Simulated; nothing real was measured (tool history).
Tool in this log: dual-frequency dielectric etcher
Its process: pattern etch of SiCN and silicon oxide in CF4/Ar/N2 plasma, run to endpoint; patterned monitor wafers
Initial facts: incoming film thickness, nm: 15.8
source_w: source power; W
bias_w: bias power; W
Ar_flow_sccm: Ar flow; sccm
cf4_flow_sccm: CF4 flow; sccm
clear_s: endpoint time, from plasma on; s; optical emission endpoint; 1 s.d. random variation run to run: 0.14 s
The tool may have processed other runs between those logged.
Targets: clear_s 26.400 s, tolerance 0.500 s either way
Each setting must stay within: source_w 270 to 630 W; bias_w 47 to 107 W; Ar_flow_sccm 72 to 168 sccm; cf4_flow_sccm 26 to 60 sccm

run 1 hour=0.0 | source_w=450 bias_w=77 Ar_flow_sccm=120 cf4_flow_sccm=43 | clear_s=19.625
run 2 hour=7.4 | source_w=450 bias_w=77 Ar_flow_sccm=141 cf4_flow_sccm=43 | clear_s=19.852
run 3 hour=14.0 | source_w=410 bias_w=77 Ar_flow_sccm=141 cf4_flow_sccm=43 | clear_s=21.943
run 4 hour=22.5 | source_w=410 bias_w=77 Ar_flow_sccm=141 cf4_flow_sccm=36 | clear_s=22.608
run 5 hour=23.4 | source_w=410 bias_w=77 Ar_flow_sccm=141 cf4_flow_sccm=41 | clear_s=22.231
run 6 hour=26.2 | source_w=410 bias_w=86 Ar_flow_sccm=141 cf4_flow_sccm=41 | clear_s=20.765
run 7 hour=32.8 | source_w=400 bias_w=86 Ar_flow_sccm=141 cf4_flow_sccm=41 | clear_s=21.275
run 8 hour=39.0 | source_w=390 bias_w=86 Ar_flow_sccm=141 cf4_flow_sccm=41 | clear_s=21.996
run 9 hour=40.1 | source_w=380 bias_w=86 Ar_flow_sccm=141 cf4_flow_sccm=41 | clear_s=22.565
run 10 hour=41.8 | source_w=370 bias_w=86 Ar_flow_sccm=141 cf4_flow_sccm=41 | clear_s=23.106
run 11 hour=46.3 | source_w=360 bias_w=86 Ar_flow_sccm=141 cf4_flow_sccm=41 | clear_s=24.167
run 12 hour=47.2 | source_w=340 bias_w=86 Ar_flow_sccm=141 cf4_flow_sccm=41 | clear_s=25.852

4 next moves are on the table. One of them brings every result within its allowed miss. Which?
run A hour=48.1 | source_w=350 bias_w=83 Ar_flow_sccm=136 cf4_flow_sccm=43 | clear_s=?
run B hour=48.1 | source_w=330 bias_w=88 Ar_flow_sccm=132 cf4_flow_sccm=39 | clear_s=?
run C hour=48.1 | source_w=340 bias_w=88 Ar_flow_sccm=143 cf4_flow_sccm=42 | clear_s=?
run D hour=48.1 | source_w=340 bias_w=94 Ar_flow_sccm=128 cf4_flow_sccm=34 | clear_s=?

move=A clear_s=25.122
move=B clear_s=26.236
move=C clear_s=25.310
move=D clear_s=24.584
A: further off than the last run
B: in spec on every target
C: further off than the last run
D: further off than the last run
Go with B: it meets all targets.
